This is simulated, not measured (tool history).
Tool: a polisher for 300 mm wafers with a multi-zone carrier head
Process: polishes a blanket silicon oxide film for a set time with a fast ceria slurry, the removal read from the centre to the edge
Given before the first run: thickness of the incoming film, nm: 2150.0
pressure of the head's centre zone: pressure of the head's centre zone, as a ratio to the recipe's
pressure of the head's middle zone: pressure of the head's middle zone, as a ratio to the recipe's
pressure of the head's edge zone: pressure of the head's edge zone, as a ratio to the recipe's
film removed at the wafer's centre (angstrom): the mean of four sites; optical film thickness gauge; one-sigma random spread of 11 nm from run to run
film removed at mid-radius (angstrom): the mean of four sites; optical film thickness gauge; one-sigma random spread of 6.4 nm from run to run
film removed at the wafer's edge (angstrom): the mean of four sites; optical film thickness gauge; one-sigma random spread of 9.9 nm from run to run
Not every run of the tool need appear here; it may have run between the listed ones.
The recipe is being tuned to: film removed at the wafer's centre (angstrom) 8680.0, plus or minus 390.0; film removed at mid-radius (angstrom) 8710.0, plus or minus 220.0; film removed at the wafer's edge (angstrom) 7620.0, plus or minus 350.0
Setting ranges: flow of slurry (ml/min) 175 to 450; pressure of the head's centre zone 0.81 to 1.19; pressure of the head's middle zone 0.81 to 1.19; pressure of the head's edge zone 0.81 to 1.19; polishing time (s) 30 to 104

run  hour  flow of slurry (ml/min)  pressure of the head's centre zone  pressure of the head's middle zone  pressure of the head's edge zone  polishing time (s)  film removed at the wafer's centre (angstrom)  film removed at mid-radius (angstrom)  film removed at the wafer's edge (angstrom)
  1   0.0                      290                                1.00                                1.00                              1.00                  67                                         6647.1                                 6781.1                                       6735.0
  2   7.8                      290                                1.00                                1.00                              1.00                  81                                         7864.8                                 8294.9                                       8151.3
  3  16.7                      290                                1.04                                1.00                              1.00                  81                                         8292.7                                 8080.6                                       8120.8
  4  23.4                      290                                1.04                                1.00                              1.00                  96                                         9752.9                                 9716.4                                       9649.4
  5  28.0                      290                                1.04                                1.01                              0.96                  93                                         9490.3                                 9436.6                                       9225.8
  6  33.9                      290                                1.04                                0.93                              0.96                  93                                         9467.6                                 8923.9                                       9179.5
  7  39.1                      290                                1.04                                0.97                              0.92                  91                                         9294.0                                 9028.7                                       8802.6
  8  44.9                      290                                1.04                                0.99                              0.89                  89                                         8970.8                                 8953.8                                       8520.8
  9  46.6                      290                                1.05                                1.01                              0.87                  87                                         8856.6                                 8934.6                                       8099.5
 10  51.5                      285                                1.05                                1.01                              0.86                  87                                         8878.2                                 8822.3                                       8068.5

Of the 4 settings listed for the next run, only one would bring every result within its allowed miss of target. Which one?
  A  56.4                      285                                1.04                                1.02                              0.81                  85                                              ?                                      ?                                            ?
  B  56.4                      175                                1.02                                0.93                              1.01                  93                                              ?                                      ?                                            ?
  C  56.4                      180                                1.08                                0.92                              0.89                  92                                              ?                                      ?                                            ?
  D  56.4                      390                                1.17                                1.10                              0.84                  81                                              ?                                      ?                                            ?

move  film removed at the wafer's centre (angstrom)  film removed at mid-radius (angstrom)  film removed at the wafer's edge (angstrom)
   A                                         8543.4                                 8708.5                                       7847.4
   B                                         8683.5                                 8402.3                                       9171.3
   C                                         9130.6                                 8262.0                                       8574.2
   D                                         9417.5                                 9057.2                                       7729.0
A: every result within its allowed miss
B: lands further from the targets than the last run did
C: lands further from the targets than the last run did
D: gets the furthest-off result to its target, but another result is out of tolerance
A is the move that brings every result within its allowed miss.
